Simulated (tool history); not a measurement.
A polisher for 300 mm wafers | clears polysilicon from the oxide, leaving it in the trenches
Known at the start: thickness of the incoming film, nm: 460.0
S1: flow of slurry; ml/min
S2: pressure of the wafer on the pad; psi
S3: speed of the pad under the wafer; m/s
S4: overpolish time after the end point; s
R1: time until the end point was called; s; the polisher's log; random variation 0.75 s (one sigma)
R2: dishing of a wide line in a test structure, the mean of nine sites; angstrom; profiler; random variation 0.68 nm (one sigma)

| run | hour | S1 | S2 | S3 | S4 | R1 | R2 |
|---|---|---|---|---|---|---|---|
| 1 | 0.0 | 135 | 1.7 | 1.06 | 29 | 56.882 | 584.02 |
| 2 | 5.9 | 160 | 1.7 | 1.06 | 29 | 53.904 | 573.09 |
| 3 | 10.7 | 160 | 1.8 | 1.06 | 29 | 50.329 | 580.61 |
| 4 | 11.7 | 165 | 1.8 | 1.06 | 28 | 50.629 | 588.95 |
| 5 | 19.1 | 165 | 1.8 | 1.06 | 16 | 50.888 | 547.14 |
| 6 | 22.1 | 165 | 1.4 | 1.06 | 16 | 66.428 | 502.11 |
| 7 | 25.3 | 165 | 1.5 | 1.06 | 17 | 62.750 | 523.33 |
| 8 | 33.1 | 165 | 1.5 | 1.06 | 17 | 62.613 | 527.37 |
| 9 | 34.0 | 165 | 1.6 | 1.06 | 18 | 58.163 | 539.62 |
| 10 | 37.2 | 165 | 1.7 | 1.06 | 18 | 53.499 | 544.47 |
| 11 | 38.8 | 165 | 1.8 | 1.06 | 18 | 51.184 | 549.32 |

Forecast run 12:
| 12 | 41.8 | 165 | 1.9 | 1.06 | 19 | ? | ? |

R1: 50.057 s
R2: 570.67 angstrom
